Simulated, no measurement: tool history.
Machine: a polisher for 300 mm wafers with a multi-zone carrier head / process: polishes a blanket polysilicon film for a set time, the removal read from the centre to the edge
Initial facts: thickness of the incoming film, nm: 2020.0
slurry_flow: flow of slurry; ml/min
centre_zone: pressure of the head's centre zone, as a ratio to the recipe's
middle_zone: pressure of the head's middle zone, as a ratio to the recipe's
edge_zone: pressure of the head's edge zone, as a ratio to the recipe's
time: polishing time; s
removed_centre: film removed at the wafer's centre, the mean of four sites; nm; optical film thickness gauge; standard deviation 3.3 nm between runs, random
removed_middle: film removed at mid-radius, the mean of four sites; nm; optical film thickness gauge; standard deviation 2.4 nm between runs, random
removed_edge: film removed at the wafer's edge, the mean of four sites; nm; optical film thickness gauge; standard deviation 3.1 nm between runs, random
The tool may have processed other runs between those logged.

Run 1, day 0: slurry_flow 220 ml/min, centre_zone 1, middle_zone 1, edge_zone 1, time 81 s. Result: removed_centre 327.94 nm, removed_middle 345.62 nm, removed_edge 344.8 nm.
Run 2, day 0.121: slurry_flow 250 ml/min, centre_zone 1, middle_zone 1, edge_zone 1, time 81 s. Result: removed_centre 342.17 nm, removed_middle 344.08 nm, removed_edge 341.01 nm.
Run 3, day 0.212: slurry_flow 250 ml/min, centre_zone 1, middle_zone 1, edge_zone 1, time 73 s. Result: removed_centre 305.69 nm, removed_middle 319.13 nm, removed_edge 307.19 nm.
Run 4, day 0.583: slurry_flow 255 ml/min, centre_zone 0.98, middle_zone 1, edge_zone 0.98, time 71 s. Result: removed_centre 294.84 nm, removed_middle 308.01 nm, removed_edge 293.68 nm.
Run 5, day 0.65: slurry_flow 250 ml/min, centre_zone 0.96, middle_zone 1.01, edge_zone 0.96, time 70 s. Result: removed_centre 276.65 nm, removed_middle 305.09 nm, removed_edge 292.73 nm.
Run 6, day 0.767: slurry_flow 250 ml/min, centre_zone 0.96, middle_zone 1.07, edge_zone 0.96, time 70 s. Result: removed_centre 273.78 nm, removed_middle 320.97 nm, removed_edge 288.44 nm.
Run 7, day 1.071: slurry_flow 250 ml/min, centre_zone 0.96, middle_zone 1.07, edge_zone 0.94, time 69 s. Result: removed_centre 273.89 nm, removed_middle 313.68 nm, removed_edge 283.3 nm.
Run 8, day 1.15: slurry_flow 250 ml/min, centre_zone 0.95, middle_zone 1.07, edge_zone 0.93, time 68 s. Result: removed_centre 276.8 nm, removed_middle 318.58 nm, removed_edge 284.22 nm.

What will run 9 give?
Run 9, day 1.438: slurry_flow 250 ml/min, centre_zone 0.95, middle_zone 1.07, edge_zone 0.93, time 66 s. Result: removed_centre ?, removed_middle ?, removed_edge ?.

removed_centre: 263.49 nm
removed_middle: 300.97 nm
removed_edge: 273.14 nm

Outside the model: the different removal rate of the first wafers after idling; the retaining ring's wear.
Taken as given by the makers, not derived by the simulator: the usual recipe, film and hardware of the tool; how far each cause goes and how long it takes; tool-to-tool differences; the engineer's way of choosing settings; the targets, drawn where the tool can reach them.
